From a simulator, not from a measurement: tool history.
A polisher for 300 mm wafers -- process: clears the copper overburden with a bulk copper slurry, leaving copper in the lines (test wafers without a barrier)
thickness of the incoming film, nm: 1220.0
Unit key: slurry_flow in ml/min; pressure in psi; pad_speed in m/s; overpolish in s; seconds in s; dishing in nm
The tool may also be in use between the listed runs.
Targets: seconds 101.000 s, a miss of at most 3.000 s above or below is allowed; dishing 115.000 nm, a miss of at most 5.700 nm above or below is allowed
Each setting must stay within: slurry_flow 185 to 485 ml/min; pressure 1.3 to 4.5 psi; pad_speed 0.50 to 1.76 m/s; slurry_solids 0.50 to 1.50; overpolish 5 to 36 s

| run | hour | slurry_flow | pressure | pad_speed | slurry_solids | overpolish | seconds | dishing |
|---|---|---|---|---|---|---|---|---|
| 1 | 0.0 | 310 | 2.9 | 1.12 | 1.00 | 18 | 114.040 | 88.010 |
| 2 | 1.8 | 310 | 3.0 | 1.12 | 1.00 | 19 | 112.340 | 94.724 |
| 3 | 9.0 | 310 | 3.1 | 1.12 | 1.00 | 20 | 110.730 | 98.138 |
| 4 | 12.1 | 310 | 3.6 | 1.12 | 1.00 | 20 | 96.436 | 107.770 |
| 5 | 17.3 | 310 | 3.6 | 1.12 | 1.00 | 21 | 95.201 | 110.960 |
| 6 | 21.3 | 310 | 3.6 | 1.12 | 1.00 | 16 | 95.838 | 96.363 |
| 7 | 23.3 | 310 | 3.6 | 1.12 | 1.00 | 16 | 95.436 | 95.486 |
| 8 | 24.4 | 310 | 3.6 | 1.12 | 1.00 | 18 | 94.968 | 100.760 |
| 9 | 30.7 | 310 | 3.6 | 1.12 | 1.00 | 19 | 95.384 | 108.410 |

Which of these 4 next moves meets every target?
| A | 37.0 | 270 | 3.1 | 1.18 | 0.95 | 21 | ? | ? |
| B | 37.0 | 220 | 3.7 | 0.98 | 1.10 | 25 | ? | ? |
| C | 37.0 | 280 | 3.4 | 1.06 | 0.90 | 26 | ? | ? |
| D | 37.0 | 320 | 4.1 | 0.96 | 0.85 | 23 | ? | ? |

| move | seconds | dishing |
|---|---|---|
| A | 105.740 | 102.670 |
| B | 107.970 | 114.040 |
| C | 108.780 | 113.550 |
| D | 101.050 | 115.480 |
A: moves the result that the last run missed by most past its target, out the other side
B: moves the result that the last run missed by most past its target, out the other side
C: moves the result that the last run missed by most past its target, out the other side
D: every result within its allowed miss
Correct choice: D, which meets every target
